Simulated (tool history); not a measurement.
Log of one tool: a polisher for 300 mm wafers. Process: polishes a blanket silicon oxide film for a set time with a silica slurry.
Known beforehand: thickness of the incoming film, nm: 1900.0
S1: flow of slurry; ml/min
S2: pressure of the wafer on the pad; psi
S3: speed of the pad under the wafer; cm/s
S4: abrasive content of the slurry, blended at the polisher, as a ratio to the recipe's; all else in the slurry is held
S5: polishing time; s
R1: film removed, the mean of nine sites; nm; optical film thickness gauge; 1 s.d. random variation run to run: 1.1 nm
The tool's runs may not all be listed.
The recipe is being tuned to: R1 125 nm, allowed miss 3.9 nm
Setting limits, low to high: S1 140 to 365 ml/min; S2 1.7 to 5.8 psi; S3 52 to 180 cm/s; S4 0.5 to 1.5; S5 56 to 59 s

run	hour	S1	S2	S3	S4	S5	R1
1	0	235	3.7	116	1	56	174.43
2	4.1	235	3.7	94	1	56	160.44
3	8.5	235	3.7	94	1.2	56	173.11
4	16.7	235	3.6	94	1.2	56	169.37
5	20.9	235	3.6	94	1.2	56	168.83
6	26.7	235	3.6	94	1.2	56	169.37
7	28.2	235	3.5	94	1.2	56	165.56
8	33.6	235	3.4	94	1.2	56	162.26

Pick the move, out of 5, that brings all results within their allowed miss; only one does.
A	39	265	2.1	100	1.15	56	?
B	39	215	3.6	100	1.25	58	?
C	39	250	2.9	84	1.2	56	?
D	39	245	2.4	114	1.2	56	?
E	39	225	2.8	90	1	56	?

move	R1
A	114.43
B	182.76
C	136.57
D	136.37
E	124.87
A: takes the biggest miss from the last run beyond its target
B: its largest miss is bigger than the last run's
C: an improvement on the last run, though not all results are within tolerance
D: an improvement on the last run, though not all results are within tolerance
E: every result lands within tolerance
Correct choice: E, which meets every target
